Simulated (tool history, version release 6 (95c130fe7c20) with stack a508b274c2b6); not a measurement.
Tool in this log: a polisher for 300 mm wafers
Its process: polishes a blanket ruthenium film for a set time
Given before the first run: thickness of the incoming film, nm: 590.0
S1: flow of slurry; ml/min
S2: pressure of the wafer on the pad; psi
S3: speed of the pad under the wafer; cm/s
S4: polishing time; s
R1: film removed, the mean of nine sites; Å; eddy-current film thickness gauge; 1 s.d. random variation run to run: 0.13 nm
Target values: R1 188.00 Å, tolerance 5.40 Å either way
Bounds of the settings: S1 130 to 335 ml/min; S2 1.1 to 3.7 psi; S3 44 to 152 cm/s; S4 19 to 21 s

run	hour	S1	S2	S3	S4	R1
1	0.0	215	2.4	98	21	240.59
2	7.2	210	2.3	98	21	231.76
3	9.0	210	2.3	98	19	208.21
4	15.2	210	2.3	118	19	247.42
5	22.1	205	2.2	118	19	236.01
6	30.0	200	2.1	118	19	224.15
7	36.9	195	2.0	118	19	214.67
8	40.1	190	1.9	118	19	202.09
9	45.4	185	1.9	118	19	202.15
10	53.2	180	1.9	118	19	199.81
11	58.2	170	1.9	118	19	198.73
12	62.0	165	1.9	118	19	196.30
13	63.4	160	1.9	118	19	198.66
14	65.0	160	1.7	118	19	176.40
15	67.9	170	1.7	118	19	178.29
16	71.8	175	1.7	118	19	179.86
17	75.7	180	1.7	118	19	180.67
18	77.1	185	1.7	118	19	181.51

Exactly one of the 4 candidate moves below puts every result within its allowed miss. Which one?
A	78.5	165	2.1	86	20	?
B	78.5	245	1.5	122	21	?
C	78.5	150	1.7	120	19	?
D	78.5	170	2.1	92	19	?

move	R1
A	173.80
B	190.06
C	177.56
D	175.92
A: the biggest miss grows against the last run
B: every result lands within tolerance
C: the biggest miss grows against the last run
D: the biggest miss grows against the last run
Go with B: it meets all targets.
